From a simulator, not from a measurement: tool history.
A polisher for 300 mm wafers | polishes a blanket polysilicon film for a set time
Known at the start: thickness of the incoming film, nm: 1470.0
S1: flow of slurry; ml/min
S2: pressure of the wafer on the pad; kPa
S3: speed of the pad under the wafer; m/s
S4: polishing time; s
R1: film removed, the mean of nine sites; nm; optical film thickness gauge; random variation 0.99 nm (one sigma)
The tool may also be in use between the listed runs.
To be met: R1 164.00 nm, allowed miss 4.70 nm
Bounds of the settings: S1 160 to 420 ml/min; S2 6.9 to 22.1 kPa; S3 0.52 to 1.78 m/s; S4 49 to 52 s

run 1 day=0.000 | S1=270 S2=14.5 S3=1.14 S4=49 | R1=288.03
run 2 day=0.238 | S1=270 S2=13.1 S3=1.14 S4=49 | R1=264.14
run 3 day=0.317 | S1=305 S2=13.1 S3=1.14 S4=49 | R1=271.48
run 4 day=0.608 | S1=345 S2=13.1 S3=1.14 S4=49 | R1=270.14
-- day=0.888 worn pad replaced by a new one
run 5 day=0.888 | S1=345 S2=11.7 S3=1.12 S4=49 | R1=254.15
run 6 day=1.133 | S1=345 S2=11.7 S3=1.28 S4=49 | R1=291.64
run 7 day=1.358 | S1=340 S2=10.3 S3=1.20 S4=49 | R1=243.47
run 8 day=1.617 | S1=325 S2=9.7 S3=1.16 S4=49 | R1=220.23
run 9 day=1.896 | S1=310 S2=9.0 S3=1.14 S4=49 | R1=206.28

Which of these 4 next moves meets every target?
run A day=2.175 | S1=360 S2=11.0 S3=1.06 S4=50 | R1=?
run B day=2.175 | S1=285 S2=9.0 S3=0.96 S4=49 | R1=?
run C day=2.175 | S1=215 S2=8.3 S3=1.02 S4=49 | R1=?
run D day=2.175 | S1=345 S2=8.3 S3=1.06 S4=49 | R1=?

move=A R1=237.25
move=B R1=173.51
move=C R1=166.25
move=D R1=181.59
A: further off than the last run
B: nearer than the last run, and not there yet
C: meets every target
D: nearer than the last run, and not there yet
Move C is the one to make.
